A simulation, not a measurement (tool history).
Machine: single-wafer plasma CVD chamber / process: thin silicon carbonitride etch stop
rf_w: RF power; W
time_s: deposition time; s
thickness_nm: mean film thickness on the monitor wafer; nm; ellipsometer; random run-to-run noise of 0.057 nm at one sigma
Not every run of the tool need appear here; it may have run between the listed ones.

run  hour  rf_w  time_s  thickness_nm
  1   0.0   175    27.8        13.916
  2   5.4   175    29.4        14.765
  3   7.6   170    28.6        14.428
  4  16.5   170    27.7        13.926
  5  24.5   170    24.7        12.403
  6  29.3   170    24.3        12.241
  7  32.3   170    23.9        11.921

What does the tool deliver on the next run?
  8  38.3   170    23.6             ?

thickness_nm: 11.902 nm
